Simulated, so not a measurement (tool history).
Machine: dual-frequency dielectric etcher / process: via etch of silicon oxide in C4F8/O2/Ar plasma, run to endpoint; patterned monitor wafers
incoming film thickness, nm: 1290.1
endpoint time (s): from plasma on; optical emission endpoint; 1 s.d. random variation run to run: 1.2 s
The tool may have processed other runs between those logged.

run    day  source power (kW)  bias power (kW)  endpoint time (s)
  1  0.000              2.100            1.662             260.15
  2  0.029              1.950            1.621             269.34
  3  0.242              1.830            1.588             277.72
  4  0.588              1.830            1.747             270.82
  5  0.896              1.720            1.710             281.37
  6  1.188              1.720            1.956             270.70
  7  1.346              1.720            1.956             272.22
  8  1.546              1.620            1.913             278.49
  9  1.771              1.550            1.873             285.59
 10  2.012              1.490            1.854             291.40
 11  2.267              1.490            1.854             291.14

Predict the results of run 12:
 12  2.450              1.450            1.844                  ?

endpoint time (s): 295.12
